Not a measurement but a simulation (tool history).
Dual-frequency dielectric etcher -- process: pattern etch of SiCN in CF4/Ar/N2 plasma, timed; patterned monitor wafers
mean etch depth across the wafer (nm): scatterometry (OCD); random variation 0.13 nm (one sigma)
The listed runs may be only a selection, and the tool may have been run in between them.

run,day,source power (kW),bias power (kW),Ar flow (sccm),CF4 flow (sccm),etch time (s),mean etch depth across the wafer (nm)
1,0.000,0.370,0.084,136,50,71,48.897
2,0.100,0.370,0.084,148,50,71,48.668
3,0.167,0.350,0.082,148,50,71,45.474
4,0.258,0.410,0.082,148,50,71,52.566
5,0.592,0.440,0.082,148,50,71,56.031
6,0.738,0.420,0.080,148,50,71,52.977
7,0.996,0.400,0.079,148,50,71,50.122
8,1.146,0.330,0.075,149,50,71,40.383
9,1.350,0.320,0.075,149,50,71,39.359
10,1.650,0.310,0.075,149,50,71,38.084
11,1.950,0.300,0.075,149,50,71,37.154
12,2.079,0.290,0.075,149,50,71,35.597

Predict the results of run 13:
13,2.304,0.270,0.075,149,50,71,?

mean etch depth across the wafer (nm): 33.381
